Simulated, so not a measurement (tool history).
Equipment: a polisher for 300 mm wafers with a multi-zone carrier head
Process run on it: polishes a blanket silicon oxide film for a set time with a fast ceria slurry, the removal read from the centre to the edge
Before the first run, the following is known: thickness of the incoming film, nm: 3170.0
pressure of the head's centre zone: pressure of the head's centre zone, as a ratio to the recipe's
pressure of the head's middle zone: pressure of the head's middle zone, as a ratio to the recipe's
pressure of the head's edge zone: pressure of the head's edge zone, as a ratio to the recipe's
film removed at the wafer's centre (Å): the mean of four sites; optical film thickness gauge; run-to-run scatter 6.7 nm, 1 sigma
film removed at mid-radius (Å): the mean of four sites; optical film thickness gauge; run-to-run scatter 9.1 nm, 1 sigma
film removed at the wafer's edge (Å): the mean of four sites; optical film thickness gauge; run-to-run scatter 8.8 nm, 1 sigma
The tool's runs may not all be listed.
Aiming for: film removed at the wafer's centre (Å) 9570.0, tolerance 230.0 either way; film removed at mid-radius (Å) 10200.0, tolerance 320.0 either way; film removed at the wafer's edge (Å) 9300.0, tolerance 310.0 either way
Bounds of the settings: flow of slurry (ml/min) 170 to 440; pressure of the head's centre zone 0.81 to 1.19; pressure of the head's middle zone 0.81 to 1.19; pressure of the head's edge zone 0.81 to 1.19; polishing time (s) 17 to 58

run  hour  flow of slurry (ml/min)  pressure of the head's centre zone  pressure of the head's middle zone  pressure of the head's edge zone  polishing time (s)  film removed at the wafer's centre (Å)  film removed at mid-radius (Å)  film removed at the wafer's edge (Å)
  1   0.0                      280                                1.00                                1.00                              1.00                  37                                  7178.9                          7123.4                                7296.6
  2   1.3                      285                                1.01                                1.02                              1.01                  38                                  7449.4                          7514.2                                7534.4
  3   8.7                      290                                1.02                                1.04                              1.02                  39                                  7751.0                          7950.9                                7652.7
  4  13.0                      290                                1.02                                1.05                              1.03                  40                                  7920.3                          8229.6                                8072.9
  5  17.8                      290                                1.02                                1.00                              1.03                  40                                  7842.6                          7777.5                                7894.7
  6  20.6                      290                                1.03                                1.01                              1.04                  41                                  8202.8                          8155.3                                8195.2
  7  29.3                      290                                1.04                                1.02                              1.05                  41                                  8314.9                          8204.5                                8096.8
  8  30.3                      295                                1.04                                1.03                              1.05                  41                                  8393.4                          8164.1                                8285.4
  9  39.3                      300                                1.04                                1.05                              1.05                  41                                  8428.3                          8466.0                                8244.1
 10  46.0                      305                                1.04                                1.06                              1.06                  41                                  8356.1                          8370.0                                8314.6
 11  49.8                      305                                1.04                                1.07                              1.06                  41                                  8461.9                          8484.9                                8371.6
 12  55.9                      305                                1.04                                1.08                              1.06                  41                                  8304.5                          8585.4                                8285.1
 13  61.0                      305                                1.04                                1.09                              1.06                  41                                  8368.9                          8465.0                                8269.5
 14  63.2                      305                                1.04                                1.10                              1.06                  42                                  8604.2                          8837.4                                8473.0

Below are 5 possible settings for the next run. Only one of them brings all results inside the allowed miss of their targets. Which is it?
  A  65.4                      310                                1.06                                1.19                              0.90                  44                                       ?                               ?                                     ?
  B  65.4                      245                                0.88                                1.19                              1.08                  47                                       ?                               ?                                     ?
  C  65.4                      335                                0.86                                1.14                              1.04                  43                                       ?                               ?                                     ?
  D  65.4                      375                                0.90                                0.88                              1.19                  41                                       ?                               ?                                     ?
  E  65.4                      315                                1.05                                1.15                              1.07                  46                                       ?                               ?                                     ?

move  film removed at the wafer's centre (Å)  film removed at mid-radius (Å)  film removed at the wafer's edge (Å)
   A                                  9169.0                          9929.1                                8261.0
   B                                  7917.1                         10375.0                                9466.1
   C                                  7308.1                          9420.1                                8697.0
   D                                  7353.2                          7279.6                                8972.5
   E                                  9506.6                         10090.0                                9397.1
A: puts the biggest miss on target and leaves a different result outside tolerance
B: puts the biggest miss on target and leaves a different result outside tolerance
C: lands further from the targets than the last run did
D: lands further from the targets than the last run did
E: all results in spec
Answer: E
